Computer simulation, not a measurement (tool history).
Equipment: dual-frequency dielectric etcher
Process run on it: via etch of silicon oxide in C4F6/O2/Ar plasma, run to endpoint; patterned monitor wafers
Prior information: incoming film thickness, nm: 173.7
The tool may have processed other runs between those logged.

run 1 day=0.000 | bias_power_(W)=573 source_power_(W)=350 Ar_flow_(sccm)=275 | endpoint_time_(s)=32.746
run 2 day=0.300 | bias_power_(W)=601 source_power_(W)=350 Ar_flow_(sccm)=275 | endpoint_time_(s)=32.006
run 3 day=0.350 | bias_power_(W)=601 source_power_(W)=310 Ar_flow_(sccm)=275 | endpoint_time_(s)=34.068
run 4 day=0.483 | bias_power_(W)=601 source_power_(W)=310 Ar_flow_(sccm)=301 | endpoint_time_(s)=33.967
run 5 day=0.608 | bias_power_(W)=601 source_power_(W)=260 Ar_flow_(sccm)=301 | endpoint_time_(s)=36.388
run 6 day=0.633 | bias_power_(W)=640 source_power_(W)=270 Ar_flow_(sccm)=300 | endpoint_time_(s)=35.131
run 7 day=0.712 | bias_power_(W)=671 source_power_(W)=280 Ar_flow_(sccm)=299 | endpoint_time_(s)=34.116
run 8 day=0.988 | bias_power_(W)=695 source_power_(W)=290 Ar_flow_(sccm)=298 | endpoint_time_(s)=33.771
run 9 day=1.083 | bias_power_(W)=713 source_power_(W)=310 Ar_flow_(sccm)=296 | endpoint_time_(s)=32.228

What will run 10 give?
run 10 day=1.317 | bias_power_(W)=802 source_power_(W)=330 Ar_flow_(sccm)=293 | endpoint_time_(s)=?

{"run 10": {"endpoint time (s)": 30.866}}
